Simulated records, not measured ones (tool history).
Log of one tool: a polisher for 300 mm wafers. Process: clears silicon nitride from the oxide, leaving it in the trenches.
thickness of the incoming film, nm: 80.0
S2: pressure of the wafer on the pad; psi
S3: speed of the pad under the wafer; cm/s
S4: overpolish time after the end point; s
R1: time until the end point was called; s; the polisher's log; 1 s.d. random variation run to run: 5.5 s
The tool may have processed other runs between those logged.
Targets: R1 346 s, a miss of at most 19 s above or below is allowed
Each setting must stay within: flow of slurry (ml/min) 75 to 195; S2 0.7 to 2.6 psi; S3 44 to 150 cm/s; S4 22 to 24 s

{"run": 1, "hour": 0.0, "flow of slurry (ml/min)": 125, "S2": 1.6, "S3": 96, "S4": 22, "R1": 131.25}
{"run": 2, "hour": 5.4, "flow of slurry (ml/min)": 125, "S2": 1.6, "S3": 106, "S4": 22, "R1": 118.68}
{"run": 3, "hour": 10.8, "flow of slurry (ml/min)": 125, "S2": 1.6, "S3": 106, "S4": 22, "R1": 119.1}
{"run": 4, "hour": 17.7, "flow of slurry (ml/min)": 125, "S2": 1.6, "S3": 106, "S4": 22, "R1": 121.61}
{"run": 5, "hour": 20.2, "flow of slurry (ml/min)": 125, "S2": 1.6, "S3": 106, "S4": 24, "R1": 116.48}
{"run": 6, "hour": 25.8, "flow of slurry (ml/min)": 125, "S2": 1.6, "S3": 92, "S4": 24, "R1": 133.95}
{"run": 7, "hour": 30.8, "flow of slurry (ml/min)": 120, "S2": 1.4, "S3": 84, "S4": 24, "R1": 171.48}
{"run": 8, "hour": 38.1, "flow of slurry (ml/min)": 115, "S2": 1.2, "S3": 80, "S4": 24, "R1": 207.8}
{"run": 9, "hour": 41.3, "flow of slurry (ml/min)": 110, "S2": 1.1, "S3": 76, "S4": 24, "R1": 240.94}
{"run": 10, "hour": 42.1, "flow of slurry (ml/min)": 95, "S2": 0.7, "S3": 72, "S4": 24, "R1": 394.58}
{"run": 11, "hour": 51.2, "flow of slurry (ml/min)": 100, "S2": 0.7, "S3": 72, "S4": 24, "R1": 397.55}
{"run": 12, "hour": 53.1, "flow of slurry (ml/min)": 100, "S2": 0.7, "S3": 72, "S4": 24, "R1": 396.94}
{"run": 13, "hour": 54.1, "flow of slurry (ml/min)": 105, "S2": 0.7, "S3": 72, "S4": 24, "R1": 401.06}

Which single option among these 4 for the next run brings every result within its allowed miss of target? Just one does.
{"run": "A", "hour": 55.1, "flow of slurry (ml/min)": 95, "S2": 0.9, "S3": 76, "S4": 22, "R1": "?"}
{"run": "B", "hour": 55.1, "flow of slurry (ml/min)": 110, "S2": 0.9, "S3": 62, "S4": 22, "R1": "?"}
{"run": "C", "hour": 55.1, "flow of slurry (ml/min)": 95, "S2": 1.3, "S3": 54, "S4": 24, "R1": "?"}
{"run": "D", "hour": 55.1, "flow of slurry (ml/min)": 100, "S2": 1.3, "S3": 52, "S4": 24, "R1": "?"}

move=A R1=306.5
move=B R1=361.46
move=C R1=298.92
move=D R1=306.45
A: pushes the last run's worst result past its target
B: all results in spec
C: pushes the last run's worst result past its target
D: pushes the last run's worst result past its target
B is the move that brings every result within its allowed miss.
